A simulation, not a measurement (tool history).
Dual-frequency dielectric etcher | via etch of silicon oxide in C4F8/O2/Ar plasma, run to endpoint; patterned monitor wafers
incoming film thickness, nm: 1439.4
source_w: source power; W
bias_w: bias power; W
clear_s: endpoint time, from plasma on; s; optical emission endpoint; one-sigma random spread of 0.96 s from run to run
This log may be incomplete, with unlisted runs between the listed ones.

run,hour,source_w,bias_w,clear_s
1,0.0,1820,1979,306.47
2,4.3,1920,1991,299.14
3,5.1,2000,2000,292.54
4,10.3,2000,1740,305.94
5,18.7,2100,1750,298.10
6,27.3,2180,1758,292.38
7,30.3,2180,1758,293.21
8,34.7,2250,1765,286.79

Run 9 is up next; what results do you expect?
9,40.1,2290,1769,?

clear_s: 283.68 s
